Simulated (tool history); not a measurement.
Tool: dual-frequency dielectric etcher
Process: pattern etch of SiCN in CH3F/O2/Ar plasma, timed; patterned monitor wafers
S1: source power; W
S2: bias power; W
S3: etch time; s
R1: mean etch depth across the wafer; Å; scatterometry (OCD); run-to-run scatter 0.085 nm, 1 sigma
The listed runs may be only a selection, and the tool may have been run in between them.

run,day,S1,S2,S3,R1
1,0,510,85,39,194.66
2,0.358,470,84,39,186.33
3,0.604,470,84,35.5,169.35
4,0.692,480,84,35.5,171.37
5,0.804,480,84,35.5,171.47
6,1.071,480,84,39,186.77

Run 7 has not been measured yet. What should we expect?
7,1.238,460,84,39,?

{"run 7": {"R1": 186.45}}
